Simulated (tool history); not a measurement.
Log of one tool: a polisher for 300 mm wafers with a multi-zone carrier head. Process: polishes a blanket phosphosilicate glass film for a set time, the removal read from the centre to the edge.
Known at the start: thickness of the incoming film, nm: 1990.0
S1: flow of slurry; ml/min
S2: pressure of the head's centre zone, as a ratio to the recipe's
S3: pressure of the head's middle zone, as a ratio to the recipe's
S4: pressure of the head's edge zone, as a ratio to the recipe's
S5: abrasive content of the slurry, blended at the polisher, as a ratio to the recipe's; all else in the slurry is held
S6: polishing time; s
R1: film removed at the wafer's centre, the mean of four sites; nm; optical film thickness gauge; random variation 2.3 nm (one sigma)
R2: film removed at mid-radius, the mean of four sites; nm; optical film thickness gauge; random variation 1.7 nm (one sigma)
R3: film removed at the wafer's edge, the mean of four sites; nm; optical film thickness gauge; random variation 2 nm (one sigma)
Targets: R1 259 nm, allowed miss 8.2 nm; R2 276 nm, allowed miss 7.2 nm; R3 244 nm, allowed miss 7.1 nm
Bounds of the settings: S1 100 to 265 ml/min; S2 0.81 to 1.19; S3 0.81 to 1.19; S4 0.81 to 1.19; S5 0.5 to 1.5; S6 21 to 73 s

| run | hour | S1 | S2 | S3 | S4 | S5 | S6 | R1 | R2 | R3 |
|---|---|---|---|---|---|---|---|---|---|---|
| 1 | 0 | 170 | 1 | 1 | 1 | 1 | 47 | 361.92 | 330.85 | 328.19 |
| 2 | 0.8 | 160 | 0.96 | 1.01 | 0.94 | 0.85 | 47 | 316.88 | 301.4 | 293.34 |
| 3 | 1.5 | 150 | 0.94 | 1.03 | 0.9 | 0.8 | 47 | 298.14 | 301.04 | 278.61 |
| 4 | 4.5 | 140 | 0.93 | 1.03 | 0.87 | 0.75 | 47 | 277.61 | 286.41 | 267.31 |
| 5 | 11.1 | 135 | 0.94 | 1.04 | 0.85 | 0.7 | 47 | 267.71 | 273.28 | 255.34 |
|  | 16.5 | centre zone pressure recalibrated |
| 6 | 16.5 | 135 | 0.94 | 1.06 | 0.84 | 0.7 | 47 | 250.31 | 283.24 | 254.13 |
| 7 | 24.4 | 140 | 0.98 | 1.06 | 0.83 | 0.7 | 47 | 256.49 | 288.7 | 255.87 |
| 8 | 32.5 | 120 | 1.08 | 1.04 | 0.81 | 0.6 | 47 | 259.72 | 252.31 | 229.87 |
| 9 | 40.4 | 135 | 1.06 | 1.05 | 0.82 | 0.6 | 47 | 258.5 | 261.04 | 235.24 |

Which of these 5 next moves meets every target?
| A | 48.3 | 130 | 1.03 | 0.95 | 0.91 | 0.8 | 43 | ? | ? | ? |
| B | 48.3 | 145 | 1.08 | 1.05 | 0.85 | 0.65 | 47 | ? | ? | ? |
| C | 48.3 | 105 | 1.15 | 1.03 | 0.84 | 0.7 | 45 | ? | ? | ? |
| D | 48.3 | 175 | 1 | 1.06 | 0.83 | 0.55 | 49 | ? | ? | ? |
| E | 48.3 | 135 | 1.15 | 1.05 | 0.98 | 0.65 | 43 | ? | ? | ? |

| move | R1 | R2 | R3 |
|---|---|---|---|
| A | 258.8 | 247.39 | 255.27 |
| B | 279.09 | 275.52 | 251.59 |
| C | 265.86 | 245.48 | 233.05 |
| D | 260.29 | 278.66 | 247.19 |
| E | 266.89 | 247.76 | 241.94 |
A: further off than the last run
B: brings the result that was furthest off to its target, and leaves another outside
C: further off than the last run
D: meets every target
E: further off than the last run
The right move is D.
